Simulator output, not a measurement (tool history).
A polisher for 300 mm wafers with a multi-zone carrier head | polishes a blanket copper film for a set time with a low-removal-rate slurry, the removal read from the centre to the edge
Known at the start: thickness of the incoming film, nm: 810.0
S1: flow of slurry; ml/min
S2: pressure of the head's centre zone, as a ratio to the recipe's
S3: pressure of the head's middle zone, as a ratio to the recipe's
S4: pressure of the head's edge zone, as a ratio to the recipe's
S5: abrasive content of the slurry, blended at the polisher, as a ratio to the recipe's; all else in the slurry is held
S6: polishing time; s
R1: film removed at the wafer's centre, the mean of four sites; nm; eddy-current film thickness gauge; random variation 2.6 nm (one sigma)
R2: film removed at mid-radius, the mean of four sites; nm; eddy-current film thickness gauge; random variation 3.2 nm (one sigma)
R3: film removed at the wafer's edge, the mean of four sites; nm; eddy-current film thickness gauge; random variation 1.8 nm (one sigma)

Run 1, hour 0: S1 235 ml/min, S2 1, S3 1, S4 1, S5 1, S6 75 s. Result: R1 212.82 nm, R2 216.02 nm, R3 208.84 nm.
Run 2, hour 7.7: S1 235 ml/min, S2 0.92, S3 1, S4 1, S5 1, S6 75 s. Result: R1 192.67 nm, R2 219.5 nm, R3 207.31 nm.
Run 3, hour 14.9: S1 245 ml/min, S2 0.96, S3 1, S4 1.04, S5 1.1, S6 76 s. Result: R1 213.07 nm, R2 224.86 nm, R3 223.02 nm.
Run 4, hour 15.9: S1 245 ml/min, S2 0.96, S3 1, S4 1.04, S5 1.1, S6 57 s. Result: R1 158.77 nm, R2 170.55 nm, R3 166.16 nm.
Run 5, hour 19.2: S1 245 ml/min, S2 0.96, S3 1, S4 0.98, S5 1.1, S6 57 s. Result: R1 160.5 nm, R2 169.77 nm, R3 165.47 nm.
Run 6, hour 26.1: S1 255 ml/min, S2 0.98, S3 1, S4 1, S5 1.2, S6 63 s. Result: R1 183.98 nm, R2 190.24 nm, R3 185.66 nm.
Run 7, hour 32.1: S1 260 ml/min, S2 1, S3 0.99, S4 1.03, S5 1.3, S6 67 s. Result: R1 206.66 nm, R2 203.19 nm, R3 205.33 nm.

The next listed run, before its measurement:
Run 8, hour 34.5: S1 265 ml/min, S2 1.01, S3 0.99, S4 1.06, S5 1.35, S6 69 s. Result: R1 ?, R2 ?, R3 ?.

R1: 218 nm
R2: 215.55 nm
R3: 215.5 nm
